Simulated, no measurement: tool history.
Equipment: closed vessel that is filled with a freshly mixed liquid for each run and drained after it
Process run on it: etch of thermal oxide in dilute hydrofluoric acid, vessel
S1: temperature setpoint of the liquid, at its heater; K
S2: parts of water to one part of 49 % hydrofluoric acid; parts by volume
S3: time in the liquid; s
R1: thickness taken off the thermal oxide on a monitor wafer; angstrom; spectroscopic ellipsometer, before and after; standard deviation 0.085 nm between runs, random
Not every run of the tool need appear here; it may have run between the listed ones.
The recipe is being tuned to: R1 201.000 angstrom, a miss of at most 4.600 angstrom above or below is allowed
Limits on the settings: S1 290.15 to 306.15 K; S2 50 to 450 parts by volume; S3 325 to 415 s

run,hour,S1,S2,S3,R1
1,0.0,298.15,250,415,80.418
2,6.5,298.15,190,415,113.700
3,12.4,300.15,175,415,134.610
4,14.7,300.15,250,415,86.503
5,16.3,300.15,250,325,67.464
6,16.8,300.15,250,325,67.756
7,18.0,304.15,150,330,149.640
8,21.7,304.65,140,330,164.760
9,30.2,305.15,130,330,184.060
10,31.1,305.65,125,330,193.110

4 next moves are on the table. One of them brings every result within its allowed miss. Which?
A,32.0,305.65,145,375,?
B,32.0,304.15,130,360,?
C,32.0,306.15,130,335,?
D,32.0,305.65,130,360,?

move,R1
A,187.150
B,193.940
C,193.880
D,204.680
A: lands further from the targets than the last run did
B: closer than the last run, but not yet in spec
C: closer than the last run, but not yet in spec
D: meets every target
The right move is D.

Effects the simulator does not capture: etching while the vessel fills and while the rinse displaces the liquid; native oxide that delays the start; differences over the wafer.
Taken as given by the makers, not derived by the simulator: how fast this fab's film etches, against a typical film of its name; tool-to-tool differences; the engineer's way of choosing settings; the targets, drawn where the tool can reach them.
